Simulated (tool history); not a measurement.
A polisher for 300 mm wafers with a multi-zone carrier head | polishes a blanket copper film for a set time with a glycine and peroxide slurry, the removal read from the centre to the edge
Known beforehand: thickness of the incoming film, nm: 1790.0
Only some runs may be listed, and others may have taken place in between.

run,hour,flow of slurry (ml/min),pressure of the head's centre zone,pressure of the head's middle zone,pressure of the head's edge zone,polishing time (s),film removed at the wafer's centre (angstrom),film removed at mid-radius (angstrom),film removed at the wafer's edge (angstrom)
1,0.0,225,1.00,1.00,1.00,86,4003.0,3973.0,4018.0
2,2.6,235,1.03,1.00,1.05,95,4594.5,4348.1,4554.9
3,11.2,245,1.05,1.01,1.08,102,4973.0,4737.2,4930.6
4,18.7,250,1.07,1.00,1.10,108,5307.0,4972.7,5287.3
5,23.7,255,1.09,0.99,1.12,113,5849.7,5180.4,5593.9
6,26.0,255,1.09,0.96,1.12,113,5720.2,5105.0,5617.9
7,31.7,260,1.10,0.96,1.14,116,5966.4,5183.8,5851.7

For run 8, what comes out?
8,38.0,270,1.10,0.97,1.15,118,?,?,?

{"run 8": {"film removed at the wafer's centre (angstrom)": 6033.7, "film removed at mid-radius (angstrom)": 5461.0, "film removed at the wafer's edge (angstrom)": 5944.3}}
